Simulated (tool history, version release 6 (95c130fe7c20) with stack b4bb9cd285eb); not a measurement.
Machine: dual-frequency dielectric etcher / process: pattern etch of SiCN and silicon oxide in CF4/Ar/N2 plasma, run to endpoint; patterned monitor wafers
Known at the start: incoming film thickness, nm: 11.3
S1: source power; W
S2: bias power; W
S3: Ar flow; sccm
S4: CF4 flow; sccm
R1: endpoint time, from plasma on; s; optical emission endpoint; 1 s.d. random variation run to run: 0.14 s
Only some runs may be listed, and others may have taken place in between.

run 1 hour=0 | S1=360 S2=95 S3=136 S4=46 | R1=15.403
run 2 hour=2.5 | S1=360 S2=82 S3=136 S4=46 | R1=16.623
run 3 hour=3.9 | S1=400 S2=82 S3=136 S4=46 | R1=15.269
run 4 hour=9.2 | S1=460 S2=82 S3=136 S4=46 | R1=13.776
run 5 hour=15.4 | S1=460 S2=67 S3=136 S4=46 | R1=15.171
run 6 hour=23.9 | S1=460 S2=80 S3=136 S4=46 | R1=14.105
run 7 hour=29.2 | S1=430 S2=78 S3=136 S4=46 | R1=14.851
run 8 hour=34.4 | S1=410 S2=77 S3=136 S4=46 | R1=15.408
run 9 hour=36.8 | S1=390 S2=76 S3=136 S4=46 | R1=15.985
run 10 hour=42.1 | S1=370 S2=75 S3=136 S4=46 | R1=16.846

Run 11 is up next; what results do you expect?
run 11 hour=49 | S1=370 S2=75 S3=136 S4=46 | R1=?

R1: 16.729 s
